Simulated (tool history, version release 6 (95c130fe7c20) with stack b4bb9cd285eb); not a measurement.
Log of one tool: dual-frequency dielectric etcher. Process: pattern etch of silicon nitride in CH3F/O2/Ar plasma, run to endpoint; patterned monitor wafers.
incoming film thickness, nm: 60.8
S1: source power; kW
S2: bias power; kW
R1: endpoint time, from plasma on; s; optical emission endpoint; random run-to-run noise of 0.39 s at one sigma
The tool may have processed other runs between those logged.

run,day,S1,S2,R1
1,0.000,0.530,0.054,90.061
2,0.138,0.530,0.049,91.770
3,0.458,0.530,0.059,88.793
4,0.554,0.490,0.059,91.471
5,0.646,0.580,0.059,85.487
6,0.671,0.540,0.057,89.169

What will run 7 give?
7,1.021,0.440,0.048,?

For run 7 the tool returned R1 99.575 s.

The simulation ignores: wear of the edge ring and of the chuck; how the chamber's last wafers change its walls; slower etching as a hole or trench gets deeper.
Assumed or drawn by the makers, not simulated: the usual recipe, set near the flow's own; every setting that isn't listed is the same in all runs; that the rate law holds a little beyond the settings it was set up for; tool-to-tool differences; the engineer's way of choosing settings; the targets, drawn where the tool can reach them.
